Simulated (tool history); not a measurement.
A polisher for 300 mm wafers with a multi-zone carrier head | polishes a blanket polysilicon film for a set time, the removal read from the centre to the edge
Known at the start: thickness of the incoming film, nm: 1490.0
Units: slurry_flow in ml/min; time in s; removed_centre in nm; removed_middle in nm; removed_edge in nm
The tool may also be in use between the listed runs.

run 1 day=0.000 | slurry_flow=245 centre_zone=1.00 middle_zone=1.00 edge_zone=1.00 time=76 | removed_centre=632.14 removed_middle=647.43 removed_edge=635.20
run 2 day=0.133 | slurry_flow=245 centre_zone=1.03 middle_zone=1.00 edge_zone=1.00 time=76 | removed_centre=652.93 removed_middle=642.98 removed_edge=628.08
run 3 day=0.508 | slurry_flow=240 centre_zone=1.04 middle_zone=0.97 edge_zone=0.96 time=69 | removed_centre=602.67 removed_middle=573.17 removed_edge=569.43
run 4 day=0.875 | slurry_flow=240 centre_zone=1.04 middle_zone=0.93 edge_zone=0.96 time=69 | removed_centre=591.08 removed_middle=558.97 removed_edge=577.57
run 5 day=1.221 | slurry_flow=235 centre_zone=1.07 middle_zone=0.93 edge_zone=0.93 time=63 | removed_centre=547.91 removed_middle=499.50 removed_edge=512.46
run 6 day=1.433 | slurry_flow=230 centre_zone=1.09 middle_zone=0.93 edge_zone=0.90 time=60 | removed_centre=545.86 removed_middle=479.45 removed_edge=484.49
run 7 day=1.571 | slurry_flow=225 centre_zone=1.10 middle_zone=0.93 edge_zone=0.88 time=57 | removed_centre=520.78 removed_middle=452.49 removed_edge=443.48
run 8 day=1.788 | slurry_flow=215 centre_zone=1.10 middle_zone=0.92 edge_zone=0.86 time=56 | removed_centre=521.79 removed_middle=438.77 removed_edge=435.76

The next listed run, before its measurement:
run 9 day=2.083 | slurry_flow=210 centre_zone=1.09 middle_zone=0.92 edge_zone=0.85 time=55 | removed_centre=? removed_middle=? removed_edge=?

{"run 9": {"removed_centre": 499.82, "removed_middle": 433.88, "removed_edge": 432.4}}
